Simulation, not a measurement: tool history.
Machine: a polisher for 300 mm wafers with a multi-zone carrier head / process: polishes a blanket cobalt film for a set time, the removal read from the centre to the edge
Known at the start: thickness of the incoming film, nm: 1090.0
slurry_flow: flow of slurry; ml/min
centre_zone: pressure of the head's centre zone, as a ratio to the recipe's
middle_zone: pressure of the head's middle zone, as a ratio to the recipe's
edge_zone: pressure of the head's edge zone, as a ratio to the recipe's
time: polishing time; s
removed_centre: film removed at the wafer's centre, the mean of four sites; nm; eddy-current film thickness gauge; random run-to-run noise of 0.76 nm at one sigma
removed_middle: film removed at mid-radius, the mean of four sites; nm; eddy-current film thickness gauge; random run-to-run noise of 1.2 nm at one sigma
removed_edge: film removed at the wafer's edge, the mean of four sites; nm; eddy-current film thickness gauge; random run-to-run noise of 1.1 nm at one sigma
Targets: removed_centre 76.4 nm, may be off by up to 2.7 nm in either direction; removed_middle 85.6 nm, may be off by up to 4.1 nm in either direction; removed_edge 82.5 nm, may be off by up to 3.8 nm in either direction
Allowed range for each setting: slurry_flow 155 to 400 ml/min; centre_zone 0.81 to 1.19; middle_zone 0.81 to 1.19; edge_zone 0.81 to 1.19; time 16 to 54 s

| run | day | slurry_flow | centre_zone | middle_zone | edge_zone | time | removed_centre | removed_middle | removed_edge |
|---|---|---|---|---|---|---|---|---|---|
| 1 | 0 | 255 | 1 | 1 | 1 | 35 | 154.55 | 153.29 | 159.36 |
| 2 | 0.167 | 200 | 1 | 1 | 1 | 35 | 148.67 | 151.83 | 151.87 |
| 3 | 0.288 | 200 | 1 | 1.07 | 1 | 35 | 148.88 | 161.76 | 151.99 |
| 4 | 0.479 | 195 | 0.99 | 1.06 | 0.99 | 32 | 135.13 | 141.58 | 138.48 |
| 5 | 0.746 | 195 | 0.92 | 1.06 | 0.99 | 32 | 126.16 | 147.58 | 139.86 |
| 6 | 0.988 | 190 | 0.92 | 1.06 | 0.98 | 29 | 114.25 | 132.61 | 125.72 |
| 7 | 1.292 | 185 | 0.91 | 1.05 | 0.97 | 27 | 106.15 | 121.2 | 117.47 |
| 8 | 1.333 | 180 | 0.9 | 1.05 | 0.95 | 26 | 99.753 | 115.95 | 108.25 |
| 9 | 1.492 | 180 | 0.89 | 1.03 | 0.94 | 25 | 94.165 | 111.47 | 104.28 |
| 10 | 1.721 | 180 | 0.89 | 1 | 0.92 | 25 | 94.124 | 108.81 | 103.47 |
| 11 | 1.9 | 180 | 0.89 | 0.99 | 0.91 | 24 | 89.03 | 103.22 | 99.083 |
| 12 | 2.125 | 190 | 0.91 | 0.95 | 0.84 | 18 | 70.16 | 74.519 | 72.71 |
| 13 | 2.242 | 195 | 0.93 | 1.02 | 0.94 | 18 | 71.652 | 78.129 | 75.439 |

Below are 4 possible settings for the next run. Only one of them brings all results inside the allowed miss of their targets. Which is it?
| A | 2.358 | 200 | 0.81 | 0.86 | 1.12 | 19 | ? | ? | ? |
| B | 2.358 | 185 | 0.92 | 0.81 | 1.16 | 17 | ? | ? | ? |
| C | 2.358 | 210 | 1.05 | 1.19 | 0.84 | 17 | ? | ? | ? |
| D | 2.358 | 250 | 0.92 | 1.03 | 0.97 | 19 | ? | ? | ? |

| move | removed_centre | removed_middle | removed_edge |
|---|---|---|---|
| A | 66.578 | 72.122 | 86.529 |
| B | 66.964 | 60.822 | 78.302 |
| C | 78.082 | 85.15 | 67.51 |
| D | 77.976 | 85.882 | 81.979 |
A: carries the result that was furthest off beyond its target, to the other side
B: moves away from the targets compared with the last run
C: moves away from the targets compared with the last run
D: meets every target
Move D is the one to make.

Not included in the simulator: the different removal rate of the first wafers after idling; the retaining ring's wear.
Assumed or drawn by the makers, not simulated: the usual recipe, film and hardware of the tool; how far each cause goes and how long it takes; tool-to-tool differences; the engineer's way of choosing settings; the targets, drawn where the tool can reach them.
